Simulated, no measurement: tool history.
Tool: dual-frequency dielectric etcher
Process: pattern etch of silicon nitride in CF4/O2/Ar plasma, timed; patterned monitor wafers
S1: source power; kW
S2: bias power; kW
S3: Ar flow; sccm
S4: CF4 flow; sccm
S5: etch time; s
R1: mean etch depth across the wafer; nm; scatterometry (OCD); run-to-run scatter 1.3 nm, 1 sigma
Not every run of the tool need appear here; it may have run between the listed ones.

run	hour	S1	S2	S3	S4	S5	R1
1	0	0.54	0.042	120	133	140	253.27
2	7.8	0.54	0.042	120	133	146.5	266
3	10.9	0.54	0.042	120	133	146.5	267.31
4	18.9	0.54	0.042	120	115	146.5	264.06
5	21.1	0.57	0.042	120	115	146.5	275.88
6	23.2	0.59	0.042	120	115	146.5	287.35
7	30.6	0.6	0.042	120	115	146.5	291.93
8	33.1	0.61	0.042	120	115	146.5	297.8

What will run 9 give?
9	38.7	0.62	0.042	120	115	146.5	?

{"run 9": {"R1": 299.09}}
